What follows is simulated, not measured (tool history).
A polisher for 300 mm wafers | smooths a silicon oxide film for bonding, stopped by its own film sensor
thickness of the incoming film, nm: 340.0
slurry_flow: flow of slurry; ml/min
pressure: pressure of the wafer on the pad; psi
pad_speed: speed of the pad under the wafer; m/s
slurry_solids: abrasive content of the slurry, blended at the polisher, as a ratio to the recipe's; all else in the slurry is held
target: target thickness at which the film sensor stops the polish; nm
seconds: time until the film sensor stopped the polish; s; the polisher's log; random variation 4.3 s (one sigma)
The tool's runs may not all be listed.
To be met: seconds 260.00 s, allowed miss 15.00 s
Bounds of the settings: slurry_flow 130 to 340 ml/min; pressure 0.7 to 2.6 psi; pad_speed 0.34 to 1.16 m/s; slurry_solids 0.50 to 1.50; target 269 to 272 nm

Run 1, hour 0.0: slurry_flow 220 ml/min, pressure 1.6 psi, pad_speed 0.74 m/s, slurry_solids 1.00, target 272 nm. Result: seconds 176.30 s.
Run 2, hour 3.5: slurry_flow 220 ml/min, pressure 1.6 psi, pad_speed 0.82 m/s, slurry_solids 1.00, target 272 nm. Result: seconds 163.41 s.
Run 3, hour 5.2: slurry_flow 220 ml/min, pressure 1.6 psi, pad_speed 0.82 m/s, slurry_solids 1.15, target 272 nm. Result: seconds 152.57 s.
Run 4, hour 14.2: slurry_flow 220 ml/min, pressure 1.6 psi, pad_speed 0.82 m/s, slurry_solids 1.05, target 272 nm. Result: seconds 157.79 s.
Run 5, hour 22.7: slurry_flow 170 ml/min, pressure 1.6 psi, pad_speed 0.82 m/s, slurry_solids 1.05, target 272 nm. Result: seconds 169.21 s.
Run 6, hour 23.7: slurry_flow 220 ml/min, pressure 1.6 psi, pad_speed 0.82 m/s, slurry_solids 1.05, target 272 nm. Result: seconds 161.34 s.
Run 7, hour 31.2: slurry_flow 220 ml/min, pressure 1.5 psi, pad_speed 0.82 m/s, slurry_solids 1.05, target 272 nm. Result: seconds 169.32 s.
Run 8, hour 37.2: slurry_flow 220 ml/min, pressure 1.4 psi, pad_speed 0.82 m/s, slurry_solids 1.05, target 272 nm. Result: seconds 169.92 s.
Run 9, hour 45.8: slurry_flow 220 ml/min, pressure 1.3 psi, pad_speed 0.78 m/s, slurry_solids 1.05, target 272 nm. Result: seconds 187.11 s.
Run 10, hour 52.0: slurry_flow 220 ml/min, pressure 1.3 psi, pad_speed 0.78 m/s, slurry_solids 1.05, target 272 nm. Result: seconds 188.06 s.
Run 11, hour 60.7: slurry_flow 220 ml/min, pressure 1.2 psi, pad_speed 0.76 m/s, slurry_solids 1.05, target 272 nm. Result: seconds 200.03 s.

4 next moves are on the table. One of them brings every result within its allowed miss. Which?
Run A, hour 69.4: slurry_flow 265 ml/min, pressure 1.0 psi, pad_speed 0.64 m/s, slurry_solids 1.10, target 270 nm. Result: seconds ?.
Run B, hour 69.4: slurry_flow 180 ml/min, pressure 1.5 psi, pad_speed 0.68 m/s, slurry_solids 1.00, target 269 nm. Result: seconds ?.
Run C, hour 69.4: slurry_flow 195 ml/min, pressure 1.1 psi, pad_speed 0.56 m/s, slurry_solids 1.00, target 269 nm. Result: seconds ?.
Run D, hour 69.4: slurry_flow 265 ml/min, pressure 1.0 psi, pad_speed 0.94 m/s, slurry_solids 0.85, target 269 nm. Result: seconds ?.

move  seconds
   A   256.91
   B   213.42
   C   298.09
   D   216.21
A: meets every target
B: nearer than the last run, and not there yet
C: takes the result that was furthest off past its target
D: nearer than the last run, and not there yet
Move A is the one to make.

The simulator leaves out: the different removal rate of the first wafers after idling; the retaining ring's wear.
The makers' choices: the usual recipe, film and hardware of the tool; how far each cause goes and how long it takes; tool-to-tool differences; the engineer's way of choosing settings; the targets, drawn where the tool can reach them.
